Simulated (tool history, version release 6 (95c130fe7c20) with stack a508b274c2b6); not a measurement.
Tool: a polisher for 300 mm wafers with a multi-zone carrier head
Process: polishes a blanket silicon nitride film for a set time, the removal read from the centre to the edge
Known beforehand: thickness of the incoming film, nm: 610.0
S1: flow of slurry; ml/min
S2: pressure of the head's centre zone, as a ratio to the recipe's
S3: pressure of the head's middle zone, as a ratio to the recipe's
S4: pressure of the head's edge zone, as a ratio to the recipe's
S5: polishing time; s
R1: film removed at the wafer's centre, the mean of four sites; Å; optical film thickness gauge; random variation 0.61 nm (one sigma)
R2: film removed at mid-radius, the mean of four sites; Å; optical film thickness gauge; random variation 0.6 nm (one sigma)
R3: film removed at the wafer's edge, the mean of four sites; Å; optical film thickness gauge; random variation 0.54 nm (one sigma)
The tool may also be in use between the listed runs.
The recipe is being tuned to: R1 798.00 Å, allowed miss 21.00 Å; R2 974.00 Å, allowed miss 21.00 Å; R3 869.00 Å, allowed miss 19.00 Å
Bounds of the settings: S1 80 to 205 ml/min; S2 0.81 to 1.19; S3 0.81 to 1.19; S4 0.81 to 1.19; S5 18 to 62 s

run,hour,S1,S2,S3,S4,S5,R1,R2,R3
1,0.0,135,1.00,1.00,1.00,40,1090.70,1073.50,1050.90
2,4.2,125,0.96,1.01,0.96,39,990.79,1035.70,992.92
3,11.1,125,1.00,1.01,0.96,39,1048.20,1031.60,997.55
4,18.9,120,0.96,1.02,0.93,39,985.11,1037.70,968.70
5,25.4,110,0.93,1.02,0.91,39,932.22,1016.20,950.30
6,33.3,110,0.93,1.02,0.91,47,1101.60,1208.30,1144.80
7,39.4,110,0.91,1.02,0.89,45,1037.90,1155.20,1092.50
# hour 44.7: worn pad replaced by a new one
8,44.7,105,0.90,1.03,0.87,43,1087.70,1239.20,1121.60
9,48.2,105,0.90,1.03,0.87,43,1073.00,1240.50,1124.10
10,51.5,115,0.89,1.04,0.90,40,1024.10,1192.60,1089.60
11,58.7,105,0.88,1.03,0.88,38,936.68,1090.20,1006.60
12,63.1,100,0.87,1.04,0.87,36,851.05,1035.00,937.56
13,64.0,95,0.88,1.04,0.87,36,845.12,1012.10,919.64
14,67.9,90,0.88,1.04,0.87,36,822.67,982.83,910.68
15,73.7,90,0.88,1.05,0.87,36,815.64,991.06,903.82
16,74.7,90,0.88,1.06,0.87,36,837.04,1012.20,908.86
17,80.4,85,0.88,1.07,0.87,36,802.55,978.71,898.28
18,86.3,85,0.89,1.08,0.87,36,819.68,996.46,899.87

Below are 5 possible settings for the next run. Only one of them brings all results inside the allowed miss of their targets. Which is it?
A,92.2,85,0.87,1.06,0.81,36,?,?,?
B,92.2,85,0.90,1.04,0.88,37,?,?,?
C,92.2,100,0.83,1.01,0.94,35,?,?,?
D,92.2,105,0.94,1.14,0.82,33,?,?,?
E,92.2,135,0.87,1.10,0.83,32,?,?,?

move,R1,R2,R3
A,795.54,972.73,874.76
B,845.96,983.43,933.09
C,789.43,962.41,945.95
D,859.88,1021.40,845.63
E,832.50,1027.30,863.93
A: every result within its allowed miss
B: misses by more than the last run did
C: misses by more than the last run did
D: pushes the last run's worst result past its target
E: brings the last run's worst result on target, with another outside its allowed miss
The move that meets every target is A.
